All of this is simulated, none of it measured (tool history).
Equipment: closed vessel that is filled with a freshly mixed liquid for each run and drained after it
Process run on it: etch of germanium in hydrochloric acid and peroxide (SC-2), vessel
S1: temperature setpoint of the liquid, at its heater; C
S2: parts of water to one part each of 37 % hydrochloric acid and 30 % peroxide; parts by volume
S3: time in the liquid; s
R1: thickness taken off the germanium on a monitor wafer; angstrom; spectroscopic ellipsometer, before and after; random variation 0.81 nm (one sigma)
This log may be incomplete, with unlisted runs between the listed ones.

| run | hour | S1 | S2 | S3 | R1 |
|---|---|---|---|---|---|
| 1 | 0 | 61 | 7 | 30 | 781.87 |
| 2 | 7.8 | 61 | 7 | 30 | 766.32 |
| 3 | 9.9 | 61 | 5.5 | 30 | 779.05 |
| 4 | 17 | 61 | 6.5 | 30 | 784.16 |
| 5 | 25.7 | 63 | 6.5 | 30 | 815.84 |
| 6 | 32 | 65 | 6.5 | 30 | 857.69 |
|  | 36.6 | thermometer replaced |
| 7 | 36.6 | 66.5 | 6.5 | 30 | 869.97 |

What will run 8 give?
| 8 | 38.6 | 68 | 6.5 | 30 | ? |

{"run 8": {"R1": 918.68}}
